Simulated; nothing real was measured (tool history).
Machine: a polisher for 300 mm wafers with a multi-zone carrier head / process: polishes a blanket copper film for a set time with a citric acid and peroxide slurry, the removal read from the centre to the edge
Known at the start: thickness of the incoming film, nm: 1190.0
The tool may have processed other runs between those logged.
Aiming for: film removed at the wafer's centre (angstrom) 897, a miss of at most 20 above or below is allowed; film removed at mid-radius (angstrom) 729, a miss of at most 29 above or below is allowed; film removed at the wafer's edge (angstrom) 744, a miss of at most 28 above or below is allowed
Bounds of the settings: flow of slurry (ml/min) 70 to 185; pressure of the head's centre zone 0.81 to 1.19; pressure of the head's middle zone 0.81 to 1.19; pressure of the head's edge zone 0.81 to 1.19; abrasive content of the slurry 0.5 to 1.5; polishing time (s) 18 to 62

run,hour,flow of slurry (ml/min),pressure of the head's centre zone,pressure of the head's middle zone,pressure of the head's edge zone,abrasive content of the slurry,polishing time (s),film removed at the wafer's centre (angstrom),film removed at mid-radius (angstrom),film removed at the wafer's edge (angstrom)
1,0,120,1,1,1,1,40,1269.6,1271.8,1263.4
2,4.3,95,1,1,1,1,40,1209.5,1223.3,1238.6
3,9.7,95,0.92,1,1,1,40,1112.4,1221.9,1245.3
4,14.7,95,0.92,0.93,1,1,40,1108.9,1179.7,1248.8
5,15.7,95,0.98,0.93,1,1,40,1176.5,1141.7,1256.5
6,17.4,95,0.98,0.93,0.93,1,40,1170.2,1155.6,1181.1
7,25.5,100,1.02,0.9,0.9,0.85,36,1097.3,1000,1049.2
8,29.4,100,1.02,0.9,0.9,0.85,36,1096.4,1000.2,1044.4
9,37.9,105,1.04,0.89,0.87,0.75,33,1025,896.25,942.7
10,40.9,105,1.06,0.9,0.85,0.7,31,948.67,825.22,876.9
11,41.9,110,1.1,0.93,0.84,0.65,30,963.85,833.53,802.18
12,50.6,100,1.11,0.92,0.83,0.6,30,939.02,810.88,800.24

Which of these 5 next moves meets every target?
A,59.3,95,1.11,0.98,0.84,0.5,33,?,?,?
B,59.3,70,1.14,0.92,0.85,0.5,33,?,?,?
C,59.3,115,1.1,0.97,0.81,0.65,28,?,?,?
D,59.3,95,1.1,1.19,0.81,0.6,29,?,?,?
E,59.3,115,1.12,0.89,0.82,0.7,27,?,?,?

move,film removed at the wafer's centre (angstrom),film removed at mid-radius (angstrom),film removed at the wafer's edge (angstrom)
A,998.39,886.31,864.27
B,935.58,779.26,825.68
C,916.04,809.08,772.39
D,894.03,936.14,765.53
E,909.52,737.58,758.31
A: its largest miss is bigger than the last run's
B: as far off as the last run
C: as far off as the last run
D: its largest miss is bigger than the last run's
E: all results in spec
Answer: E

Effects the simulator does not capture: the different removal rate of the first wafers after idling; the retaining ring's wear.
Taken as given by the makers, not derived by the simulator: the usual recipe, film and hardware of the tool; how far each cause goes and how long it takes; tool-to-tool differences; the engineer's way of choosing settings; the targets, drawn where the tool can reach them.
